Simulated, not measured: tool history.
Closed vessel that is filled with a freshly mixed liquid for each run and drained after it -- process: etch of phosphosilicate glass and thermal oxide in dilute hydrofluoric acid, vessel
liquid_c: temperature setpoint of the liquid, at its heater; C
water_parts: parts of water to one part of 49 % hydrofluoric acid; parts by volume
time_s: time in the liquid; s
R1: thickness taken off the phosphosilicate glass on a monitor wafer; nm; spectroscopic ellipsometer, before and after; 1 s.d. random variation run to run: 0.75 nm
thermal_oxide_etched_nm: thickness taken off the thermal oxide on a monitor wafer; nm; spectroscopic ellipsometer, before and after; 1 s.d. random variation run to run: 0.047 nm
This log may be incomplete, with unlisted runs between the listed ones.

Run 1, hour 0: liquid_c 22 C, water_parts 65 parts by volume, time_s 60 s. Result: R1 61.035 nm, thermal_oxide_etched_nm 4.5432 nm.
Run 2, hour 6.5: liquid_c 23.5 C, water_parts 65 parts by volume, time_s 60 s. Result: R1 64.781 nm, thermal_oxide_etched_nm 4.8551 nm.
Run 3, hour 13.6: liquid_c 24.5 C, water_parts 65 parts by volume, time_s 60 s. Result: R1 68.374 nm, thermal_oxide_etched_nm 5.0638 nm.
Run 4, hour 20.3: liquid_c 25.5 C, water_parts 65 parts by volume, time_s 60 s. Result: R1 69.818 nm, thermal_oxide_etched_nm 5.2495 nm.
Run 5, hour 28.4: liquid_c 26 C, water_parts 65 parts by volume, time_s 60 s. Result: R1 71.973 nm, thermal_oxide_etched_nm 5.3268 nm.
Run 6, hour 36.9: liquid_c 26 C, water_parts 65 parts by volume, time_s 45 s. Result: R1 53.632 nm, thermal_oxide_etched_nm 3.9576 nm.
Run 7, hour 44.3: liquid_c 27 C, water_parts 60 parts by volume, time_s 45 s. Result: R1 61.072 nm, thermal_oxide_etched_nm 4.5536 nm.
Run 8, hour 52.6: liquid_c 28 C, water_parts 60 parts by volume, time_s 45 s. Result: R1 64.842 nm, thermal_oxide_etched_nm 4.7658 nm.
Run 9, hour 56.5: liquid_c 28.5 C, water_parts 60 parts by volume, time_s 45 s. Result: R1 65.032 nm, thermal_oxide_etched_nm 4.7662 nm.
Run 10, hour 61.2: liquid_c 29 C, water_parts 55 parts by volume, time_s 45 s. Result: R1 71.954 nm, thermal_oxide_etched_nm 5.393 nm.
Run 11, hour 63.4: liquid_c 29.5 C, water_parts 55 parts by volume, time_s 45 s. Result: R1 75.155 nm, thermal_oxide_etched_nm 5.4967 nm.
Run 12, hour 63.9: liquid_c 30 C, water_parts 50 parts by volume, time_s 45 s. Result: R1 85.761 nm, thermal_oxide_etched_nm 6.2027 nm.

Estimate the outcome of run 13 from the log above:
Run 13, hour 67.9: liquid_c 29.5 C, water_parts 50 parts by volume, time_s 45 s. Result: R1 ?, thermal_oxide_etched_nm ?.

{"run 13": {"R1": 84.31, "thermal_oxide_etched_nm": 6.0832}}
